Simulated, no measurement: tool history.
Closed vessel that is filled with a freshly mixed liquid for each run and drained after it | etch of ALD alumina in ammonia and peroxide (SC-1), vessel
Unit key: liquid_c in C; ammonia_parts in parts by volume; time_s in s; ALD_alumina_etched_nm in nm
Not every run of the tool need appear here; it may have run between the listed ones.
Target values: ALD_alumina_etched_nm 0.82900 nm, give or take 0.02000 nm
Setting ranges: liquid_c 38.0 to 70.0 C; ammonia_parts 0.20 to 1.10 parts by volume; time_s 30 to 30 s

run,day,liquid_c,ammonia_parts,time_s,ALD_alumina_etched_nm
1,0.000,54.0,0.60,30,1.70670
2,0.379,54.0,0.60,30,1.68580
3,0.633,54.0,0.70,30,1.73980
4,0.700,54.0,0.85,30,1.78500
5,0.871,54.0,0.85,30,1.76810
6,1.067,51.0,0.85,30,1.49000
7,1.254,48.5,0.85,30,1.31380
8,1.317,46.5,0.85,30,1.17410
9,1.504,45.0,0.85,30,1.08000
10,1.546,44.0,0.85,30,1.00390
11,1.638,43.5,0.85,30,0.98677
12,1.679,43.0,0.85,30,0.96006
13,1.796,42.5,0.85,30,0.92116
14,1.862,42.0,0.85,30,0.89788
15,2.033,41.5,0.85,30,0.87132
16,2.167,41.0,0.85,30,0.85036

Which of these 5 next moves meets every target?
A,2.300,39.5,0.90,30,?
B,2.300,40.0,0.65,30,?
C,2.300,40.5,0.95,30,?
D,2.300,41.5,0.80,30,?
E,2.300,41.5,0.95,30,?

move,ALD_alumina_etched_nm
A,0.78248
B,0.78130
C,0.83430
D,0.87022
E,0.88460
A: carries the result that was furthest off beyond its target, to the other side
B: carries the result that was furthest off beyond its target, to the other side
C: in spec on every target
D: misses by more than the last run did
E: misses by more than the last run did
C is the move that brings every result within its allowed miss.

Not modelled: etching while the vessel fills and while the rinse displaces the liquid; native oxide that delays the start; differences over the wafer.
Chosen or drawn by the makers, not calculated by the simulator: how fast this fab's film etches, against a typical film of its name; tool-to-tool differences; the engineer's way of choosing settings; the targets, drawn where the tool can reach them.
